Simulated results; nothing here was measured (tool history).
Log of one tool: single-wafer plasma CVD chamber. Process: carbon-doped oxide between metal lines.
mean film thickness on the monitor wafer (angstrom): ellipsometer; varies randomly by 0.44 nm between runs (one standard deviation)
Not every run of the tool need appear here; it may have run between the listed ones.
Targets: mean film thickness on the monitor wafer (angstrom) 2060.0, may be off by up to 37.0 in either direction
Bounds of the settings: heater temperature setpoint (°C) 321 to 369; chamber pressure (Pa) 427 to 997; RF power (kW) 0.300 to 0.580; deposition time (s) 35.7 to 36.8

run  hour  heater temperature setpoint (°C)  chamber pressure (Pa)  RF power (kW)  deposition time (s)  mean film thickness on the monitor wafer (angstrom)
  1   0.0                               345                    712          0.440                 35.7                                               1675.1
  2   5.6                               342                    760          0.465                 35.8                                               1810.3
  3   9.4                               353                    760          0.465                 35.8                                               1749.2
  4  18.3                               349                    825          0.475                 35.8                                               1830.5
  5  19.1                               345                    873          0.480                 35.8                                               1880.2
  6  20.8                               342                    908          0.485                 35.8                                               1922.0
  7  29.0                               340                    933          0.490                 35.8                                               1944.4
  8  32.0                               339                    951          0.495                 35.8                                               1970.3
  9  33.5                               338                    964          0.500                 35.8                                               2001.8

Which single option among these 5 for the next run brings every result within its allowed miss of target? Just one does.
  A  35.0                               343                    837          0.575                 35.7                                                    ?
  B  35.0                               339                    900          0.490                 35.7                                                    ?
  C  35.0                               339                    975          0.500                 36.8                                                    ?
  D  35.0                               323                    931          0.500                 36.8                                                    ?
  E  35.0                               339                    997          0.535                 36.8                                                    ?

move  mean film thickness on the monitor wafer (angstrom)
   A                                               2166.2
   B                                               1946.1
   C                                               2051.2
   D                                               2165.3
   E                                               2168.3
A: moves the result that the last run missed by most past its target, out the other side
B: further off than the last run
C: hits every target within its allowed miss
D: moves the result that the last run missed by most past its target, out the other side
E: moves the result that the last run missed by most past its target, out the other side
Go with C: it meets all targets.
